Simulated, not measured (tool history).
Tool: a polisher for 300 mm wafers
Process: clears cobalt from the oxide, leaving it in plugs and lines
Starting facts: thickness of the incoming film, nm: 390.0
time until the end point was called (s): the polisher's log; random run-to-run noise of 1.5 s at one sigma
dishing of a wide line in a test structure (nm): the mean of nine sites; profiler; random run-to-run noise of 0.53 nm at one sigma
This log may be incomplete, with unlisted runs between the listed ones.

| run | hour | flow of slurry (ml/min) | pressure of the wafer on the pad (psi) | speed of the pad under the wafer (cm/s) | overpolish time after the end point (s) | time until the end point was called (s) | dishing of a wide line in a test structure (nm) |
|---|---|---|---|---|---|---|---|
| 1 | 0.0 | 215 | 2.1 | 130 | 29 | 52.644 | 53.450 |
| 2 | 6.4 | 215 | 2.1 | 150 | 29 | 46.086 | 56.352 |
| 3 | 13.0 | 215 | 1.7 | 150 | 29 | 57.238 | 53.556 |
| 4 | 14.3 | 215 | 1.3 | 150 | 29 | 72.846 | 50.920 |
| 5 | 17.7 | 230 | 1.3 | 144 | 26 | 75.153 | 47.549 |
| 6 | 21.9 | 185 | 1.3 | 144 | 26 | 77.512 | 49.567 |
| 7 | 29.4 | 245 | 1.0 | 108 | 12 | 125.870 | 24.314 |
| 8 | 33.4 | 235 | 1.0 | 108 | 13 | 126.660 | 25.852 |

Run 9 comes next. What will it give?
| 9 | 38.5 | 225 | 1.0 | 108 | 13 | ? | ? |

Run 9 came out at time until the end point was called (s) 128.440, dishing of a wide line in a test structure (nm) 25.273.
